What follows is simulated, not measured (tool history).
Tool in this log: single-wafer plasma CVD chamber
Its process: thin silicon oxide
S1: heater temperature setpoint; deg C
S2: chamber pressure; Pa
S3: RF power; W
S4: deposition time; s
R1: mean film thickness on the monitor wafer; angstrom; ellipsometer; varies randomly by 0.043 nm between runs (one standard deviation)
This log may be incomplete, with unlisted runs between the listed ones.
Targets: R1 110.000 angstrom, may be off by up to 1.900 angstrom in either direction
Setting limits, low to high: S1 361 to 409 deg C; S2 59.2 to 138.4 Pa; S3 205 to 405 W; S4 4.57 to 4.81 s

run 1 hour=0.0 | S1=385 S2=98.8 S3=305 S4=4.81 | R1=81.860
run 2 hour=1.0 | S1=385 S2=107.2 S3=305 S4=4.81 | R1=88.174
run 3 hour=5.2 | S1=385 S2=107.2 S3=290 S4=4.81 | R1=85.742
run 4 hour=8.5 | S1=385 S2=107.2 S3=290 S4=4.57 | R1=81.836
run 5 hour=10.4 | S1=385 S2=116.3 S3=290 S4=4.57 | R1=87.712
run 6 hour=12.2 | S1=385 S2=122.7 S3=300 S4=4.58 | R1=93.041
run 7 hour=20.3 | S1=385 S2=127.2 S3=310 S4=4.60 | R1=97.532
run 8 hour=26.5 | S1=385 S2=130.4 S3=320 S4=4.62 | R1=101.650
run 9 hour=28.1 | S1=385 S2=132.7 S3=325 S4=4.63 | R1=104.150
run 10 hour=33.6 | S1=385 S2=134.3 S3=330 S4=4.63 | R1=105.930
run 11 hour=38.8 | S1=385 S2=135.5 S3=330 S4=4.63 | R1=106.380
run 12 hour=39.5 | S1=385 S2=136.3 S3=335 S4=4.64 | R1=107.290
run 13 hour=42.3 | S1=385 S2=136.9 S3=335 S4=4.65 | R1=108.100
run 14 hour=48.9 | S1=385 S2=137.3 S3=335 S4=4.65 | R1=108.060

4 candidate next runs follow, results not yet known. Just one meets every target within its allowed miss. Identify it.
run A hour=55.5 | S1=389 S2=130.1 S3=360 S4=4.57 | R1=?
run B hour=55.5 | S1=393 S2=136.3 S3=305 S4=4.72 | R1=?
run C hour=55.5 | S1=384 S2=129.9 S3=320 S4=4.81 | R1=?
run D hour=55.5 | S1=384 S2=127.6 S3=365 S4=4.81 | R1=?

move=A R1=104.960
move=B R1=103.940
move=C R1=105.230
move=D R1=109.620
A: its largest miss is bigger than the last run's
B: its largest miss is bigger than the last run's
C: its largest miss is bigger than the last run's
D: every result within its allowed miss
Answer: D

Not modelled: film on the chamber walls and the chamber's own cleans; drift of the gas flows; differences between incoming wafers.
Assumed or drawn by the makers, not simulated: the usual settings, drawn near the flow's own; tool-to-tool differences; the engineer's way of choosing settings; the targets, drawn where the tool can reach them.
